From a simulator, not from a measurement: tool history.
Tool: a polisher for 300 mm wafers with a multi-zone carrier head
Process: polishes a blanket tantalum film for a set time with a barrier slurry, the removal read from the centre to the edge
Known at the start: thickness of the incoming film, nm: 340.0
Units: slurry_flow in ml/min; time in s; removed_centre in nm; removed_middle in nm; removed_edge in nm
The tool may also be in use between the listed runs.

run 1 hour=0.0 | slurry_flow=215 centre_zone=1.00 middle_zone=1.00 edge_zone=1.00 slurry_solids=1.00 time=34 | removed_centre=67.975 removed_middle=65.548 removed_edge=68.631
run 2 hour=6.8 | slurry_flow=255 centre_zone=1.00 middle_zone=1.00 edge_zone=1.00 slurry_solids=1.00 time=34 | removed_centre=70.195 removed_middle=67.325 removed_edge=69.883
run 3 hour=12.8 | slurry_flow=255 centre_zone=1.00 middle_zone=1.00 edge_zone=1.00 slurry_solids=1.00 time=30 | removed_centre=61.117 removed_middle=59.900 removed_edge=61.364
run 4 hour=19.6 | slurry_flow=305 centre_zone=1.00 middle_zone=1.00 edge_zone=1.00 slurry_solids=1.00 time=30 | removed_centre=62.605 removed_middle=60.342 removed_edge=60.826
run 5 hour=20.4 | slurry_flow=310 centre_zone=0.99 middle_zone=0.95 edge_zone=0.99 slurry_solids=0.85 time=29 | removed_centre=56.125 removed_middle=51.929 removed_edge=55.581
run 6 hour=21.2 | slurry_flow=310 centre_zone=0.99 middle_zone=0.95 edge_zone=0.96 slurry_solids=0.85 time=29 | removed_centre=56.550 removed_middle=54.373 removed_edge=55.223
run 7 hour=26.4 | slurry_flow=315 centre_zone=0.99 middle_zone=0.92 edge_zone=0.96 slurry_solids=0.75 time=29 | removed_centre=52.240 removed_middle=49.373 removed_edge=52.095
run 8 hour=27.4 | slurry_flow=315 centre_zone=1.00 middle_zone=0.89 edge_zone=0.95 slurry_solids=0.70 time=29 | removed_centre=51.015 removed_middle=46.365 removed_edge=50.614
run 9 hour=34.3 | slurry_flow=310 centre_zone=1.00 middle_zone=0.87 edge_zone=0.93 slurry_solids=0.70 time=29 | removed_centre=52.036 removed_middle=45.126 removed_edge=50.077

Run 10 comes next. What will it give?
run 10 hour=38.5 | slurry_flow=305 centre_zone=0.99 middle_zone=0.86 edge_zone=0.92 slurry_solids=0.70 time=29 | removed_centre=? removed_middle=? removed_edge=?

{"run 10": {"removed_centre": 51.635, "removed_middle": 45.281, "removed_edge": 49.317}}

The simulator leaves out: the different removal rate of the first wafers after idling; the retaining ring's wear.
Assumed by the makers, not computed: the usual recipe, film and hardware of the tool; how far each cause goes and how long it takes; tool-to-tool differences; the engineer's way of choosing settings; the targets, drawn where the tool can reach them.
